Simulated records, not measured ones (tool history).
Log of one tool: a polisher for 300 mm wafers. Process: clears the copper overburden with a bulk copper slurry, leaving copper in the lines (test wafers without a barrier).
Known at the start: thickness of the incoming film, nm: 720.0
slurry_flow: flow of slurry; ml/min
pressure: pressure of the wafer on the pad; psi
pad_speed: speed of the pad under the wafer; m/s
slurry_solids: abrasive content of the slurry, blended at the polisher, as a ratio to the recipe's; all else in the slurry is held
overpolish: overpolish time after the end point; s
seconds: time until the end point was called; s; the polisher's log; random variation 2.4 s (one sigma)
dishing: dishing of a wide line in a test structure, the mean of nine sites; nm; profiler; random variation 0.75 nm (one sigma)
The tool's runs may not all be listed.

| run | hour | slurry_flow | pressure | pad_speed | slurry_solids | overpolish | seconds | dishing |
|---|---|---|---|---|---|---|---|---|
| 1 | 0 | 240 | 2.6 | 0.88 | 1 | 23 | 84.473 | 90.456 |
| 2 | 0.7 | 240 | 2.6 | 0.88 | 1 | 15 | 82.168 | 68.644 |
| 3 | 1.9 | 240 | 2.6 | 0.88 | 1.15 | 15 | 83.333 | 67.246 |
| 4 | 10.7 | 195 | 2.6 | 0.88 | 1.15 | 15 | 86.055 | 68.401 |
| 5 | 17.4 | 195 | 2.4 | 0.88 | 1.15 | 14 | 90.045 | 58.211 |
| 6 | 18.7 | 195 | 2.2 | 0.88 | 1.15 | 14 | 101.04 | 55.584 |

Forecast run 7:
| 7 | 21 | 195 | 2.1 | 0.88 | 1.15 | 13 | ? | ? |

Run 7 gave seconds 104.06 s, dishing 50.785 nm.
